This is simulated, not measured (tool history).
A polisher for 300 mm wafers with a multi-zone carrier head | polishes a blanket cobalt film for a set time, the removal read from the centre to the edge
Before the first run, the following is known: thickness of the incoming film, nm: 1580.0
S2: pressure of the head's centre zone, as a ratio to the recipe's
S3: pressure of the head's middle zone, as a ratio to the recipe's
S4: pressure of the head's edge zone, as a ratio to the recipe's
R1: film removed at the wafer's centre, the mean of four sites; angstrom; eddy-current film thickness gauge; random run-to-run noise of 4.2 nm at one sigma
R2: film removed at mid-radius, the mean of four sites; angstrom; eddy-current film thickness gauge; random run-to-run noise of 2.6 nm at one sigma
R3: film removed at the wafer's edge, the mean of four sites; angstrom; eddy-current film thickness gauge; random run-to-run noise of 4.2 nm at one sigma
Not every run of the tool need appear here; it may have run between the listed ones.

run 1 hour=0.0 | flow_of_slurry_(ml/min)=150 S2=1.00 S3=1.00 S4=1.00 polishing_time_(s)=52 | R1=2069.9 R2=1992.0 R3=2032.0
run 2 hour=4.4 | flow_of_slurry_(ml/min)=180 S2=1.00 S3=1.00 S4=1.00 polishing_time_(s)=52 | R1=2093.9 R2=2047.2 R3=2083.5
run 3 hour=6.4 | flow_of_slurry_(ml/min)=185 S2=1.02 S3=1.01 S4=1.03 polishing_time_(s)=56 | R1=2390.0 R2=2236.3 R3=2308.0
run 4 hour=8.0 | flow_of_slurry_(ml/min)=185 S2=1.02 S3=0.95 S4=1.03 polishing_time_(s)=56 | R1=2362.4 R2=2139.2 R3=2285.1
run 5 hour=13.6 | flow_of_slurry_(ml/min)=185 S2=1.02 S3=1.02 S4=1.03 polishing_time_(s)=56 | R1=2354.0 R2=2279.5 R3=2258.0
run 6 hour=16.8 | flow_of_slurry_(ml/min)=185 S2=1.02 S3=1.02 S4=1.03 polishing_time_(s)=46 | R1=1923.2 R2=1904.7 R3=1858.2
run 7 hour=17.6 | flow_of_slurry_(ml/min)=185 S2=1.02 S3=1.02 S4=1.04 polishing_time_(s)=52 | R1=2201.4 R2=2138.0 R3=2125.2
run 8 hour=25.4 | flow_of_slurry_(ml/min)=185 S2=1.02 S3=1.02 S4=1.06 polishing_time_(s)=56 | R1=2402.7 R2=2290.3 R3=2343.8
run 9 hour=33.8 | flow_of_slurry_(ml/min)=185 S2=1.02 S3=1.03 S4=1.08 polishing_time_(s)=59 | R1=2465.5 R2=2434.1 R3=2469.0

What does the tool deliver on the next run?
run 10 hour=37.1 | flow_of_slurry_(ml/min)=185 S2=1.03 S3=1.03 S4=1.09 polishing_time_(s)=62 | R1=? R2=? R3=?

R1: 2612.5 angstrom
R2: 2584.8 angstrom
R3: 2639.6 angstrom

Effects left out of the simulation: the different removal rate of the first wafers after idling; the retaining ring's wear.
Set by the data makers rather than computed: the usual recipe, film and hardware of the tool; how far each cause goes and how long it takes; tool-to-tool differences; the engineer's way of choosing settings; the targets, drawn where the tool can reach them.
